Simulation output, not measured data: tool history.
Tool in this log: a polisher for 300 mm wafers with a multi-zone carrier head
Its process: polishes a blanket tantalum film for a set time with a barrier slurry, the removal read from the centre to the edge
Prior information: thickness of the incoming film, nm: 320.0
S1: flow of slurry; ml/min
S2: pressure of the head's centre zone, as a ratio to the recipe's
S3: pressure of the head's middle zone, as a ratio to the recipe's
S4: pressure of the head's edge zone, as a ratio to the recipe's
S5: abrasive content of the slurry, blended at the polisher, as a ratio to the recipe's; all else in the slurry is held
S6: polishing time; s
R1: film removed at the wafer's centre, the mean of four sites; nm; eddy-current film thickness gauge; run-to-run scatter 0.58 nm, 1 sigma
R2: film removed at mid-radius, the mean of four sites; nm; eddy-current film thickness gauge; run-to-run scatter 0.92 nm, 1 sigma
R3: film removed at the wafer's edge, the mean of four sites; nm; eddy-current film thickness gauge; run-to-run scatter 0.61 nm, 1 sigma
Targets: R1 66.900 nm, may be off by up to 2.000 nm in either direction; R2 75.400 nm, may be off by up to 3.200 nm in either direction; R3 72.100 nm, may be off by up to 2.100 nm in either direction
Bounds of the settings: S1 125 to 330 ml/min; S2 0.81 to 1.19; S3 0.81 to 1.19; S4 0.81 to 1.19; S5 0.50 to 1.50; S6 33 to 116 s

run,hour,S1,S2,S3,S4,S5,S6,R1,R2,R3
1,0.0,210,1.00,1.00,1.00,1.00,74,76.397,76.458,76.710
2,0.8,205,0.99,1.00,0.99,1.00,74,74.607,77.341,75.689
3,7.5,200,0.98,1.00,0.99,1.00,74,74.456,76.094,75.478
4,15.9,200,0.98,1.00,0.99,1.00,85,84.686,87.631,87.427
5,21.5,200,1.03,1.00,0.99,1.00,85,89.427,88.080,88.280
6,22.7,195,1.01,0.99,0.97,0.95,85,87.409,87.813,85.500
7,26.5,190,0.99,0.98,0.97,0.90,85,83.456,83.446,85.753
8,27.7,190,0.98,0.99,0.96,0.85,84,81.377,84.174,83.095
9,28.7,155,0.88,0.91,0.86,0.60,83,63.638,68.490,68.212
10,30.9,160,0.88,0.92,0.86,0.60,83,63.961,70.441,68.762
11,39.6,165,0.88,0.92,0.86,0.60,83,63.515,71.041,71.255
12,46.2,165,0.89,0.93,0.86,0.60,83,64.925,70.568,68.478
13,50.7,170,0.89,0.93,0.86,0.60,83,64.590,72.109,70.653

5 next moves are on the table. One of them brings every result within its allowed miss. Which?
A,55.2,215,0.87,0.91,0.89,0.50,81,?,?,?
B,55.2,180,0.86,1.08,0.81,0.60,81,?,?,?
C,55.2,125,0.84,1.09,0.87,0.60,87,?,?,?
D,55.2,180,0.92,1.01,0.95,0.60,82,?,?,?
E,55.2,125,0.92,0.87,0.90,0.55,86,?,?,?

move,R1,R2,R3
A,61.902,68.553,68.006
B,62.212,77.600,66.823
C,59.964,77.791,70.223
D,67.390,75.300,72.766
E,63.489,65.565,69.112
A: further off than the last run
B: further off than the last run
C: further off than the last run
D: hits every target within its allowed miss
E: further off than the last run
The move that meets every target is D.
